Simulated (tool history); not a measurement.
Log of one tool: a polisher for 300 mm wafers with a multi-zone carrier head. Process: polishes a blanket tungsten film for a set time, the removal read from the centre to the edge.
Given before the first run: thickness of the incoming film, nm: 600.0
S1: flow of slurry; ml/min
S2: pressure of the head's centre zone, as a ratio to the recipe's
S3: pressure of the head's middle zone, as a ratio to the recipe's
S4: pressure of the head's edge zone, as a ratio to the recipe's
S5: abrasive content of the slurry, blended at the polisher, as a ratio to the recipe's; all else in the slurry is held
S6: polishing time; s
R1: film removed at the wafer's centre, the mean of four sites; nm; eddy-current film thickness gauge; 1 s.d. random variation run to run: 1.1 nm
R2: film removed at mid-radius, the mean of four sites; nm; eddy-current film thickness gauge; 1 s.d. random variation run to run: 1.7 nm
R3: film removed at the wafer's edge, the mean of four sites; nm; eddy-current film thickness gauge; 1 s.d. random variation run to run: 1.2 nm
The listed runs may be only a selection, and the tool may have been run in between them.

| run | hour | S1 | S2 | S3 | S4 | S5 | S6 | R1 | R2 | R3 |
|---|---|---|---|---|---|---|---|---|---|---|
| 1 | 0.0 | 200 | 1.00 | 1.00 | 1.00 | 1.00 | 40 | 221.96 | 216.68 | 216.28 |
| 2 | 3.9 | 200 | 1.00 | 1.00 | 1.00 | 1.20 | 40 | 233.72 | 223.73 | 229.05 |
| 3 | 7.6 | 190 | 0.97 | 0.97 | 0.97 | 1.10 | 40 | 219.31 | 217.00 | 218.56 |
| 4 | 14.4 | 185 | 0.95 | 0.94 | 0.96 | 1.00 | 40 | 206.93 | 203.96 | 208.83 |
| 5 | 22.7 | 175 | 0.93 | 0.92 | 0.94 | 0.95 | 40 | 197.91 | 194.48 | 204.76 |
| 6 | 24.2 | 175 | 0.93 | 0.87 | 0.94 | 0.95 | 40 | 198.24 | 188.44 | 206.17 |

Forecast run 7:
| 7 | 29.2 | 170 | 0.91 | 0.87 | 0.92 | 0.90 | 40 | ? | ? | ? |

Run 7 came out at R1 190.66 nm, R2 184.17 nm, R3 196.05 nm.
